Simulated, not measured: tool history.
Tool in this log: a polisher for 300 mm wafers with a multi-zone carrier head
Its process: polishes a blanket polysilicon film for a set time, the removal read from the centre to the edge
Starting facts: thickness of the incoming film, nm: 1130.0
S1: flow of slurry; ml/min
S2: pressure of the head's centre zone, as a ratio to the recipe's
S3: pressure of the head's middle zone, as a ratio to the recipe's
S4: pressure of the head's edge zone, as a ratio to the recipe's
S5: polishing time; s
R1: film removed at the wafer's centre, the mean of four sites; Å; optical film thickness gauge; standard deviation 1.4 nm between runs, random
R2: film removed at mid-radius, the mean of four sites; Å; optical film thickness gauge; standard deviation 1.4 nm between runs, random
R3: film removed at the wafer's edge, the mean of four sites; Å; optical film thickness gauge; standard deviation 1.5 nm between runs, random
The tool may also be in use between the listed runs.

Run 1, hour 0.0: S1 125 ml/min, S2 1.00, S3 1.00, S4 1.00, S5 73 s. Result: R1 3357.4 Å, R2 3417.2 Å, R3 3412.1 Å.
Run 2, hour 5.6: S1 125 ml/min, S2 1.00, S3 1.00, S4 1.05, S5 73 s. Result: R1 3365.5 Å, R2 3448.0 Å, R3 3499.1 Å.
Run 3, hour 11.1: S1 125 ml/min, S2 1.08, S3 1.00, S4 1.05, S5 73 s. Result: R1 3656.8 Å, R2 3442.5 Å, R3 3519.7 Å.
Run 4, hour 17.1: S1 115 ml/min, S2 1.03, S3 0.99, S4 0.99, S5 66 s. Result: R1 3069.6 Å, R2 2969.0 Å, R3 3024.4 Å.
Run 5, hour 22.4: S1 115 ml/min, S2 1.00, S3 0.99, S4 0.99, S5 66 s. Result: R1 2982.0 Å, R2 3035.9 Å, R3 3081.0 Å.
Run 6, hour 30.4: S1 115 ml/min, S2 1.00, S3 0.99, S4 0.99, S5 59 s. Result: R1 2677.2 Å, R2 2686.0 Å, R3 2727.7 Å.

Run 7, settings as shown, results not yet in. Your forecast:
Run 7, hour 31.1: S1 85 ml/min, S2 0.90, S3 0.97, S4 0.89, S5 51 s. Result: R1 ?, R2 ?, R3 ?.

Run 7 gave R1 1887.1 Å, R2 2101.4 Å, R3 2136.5 Å.
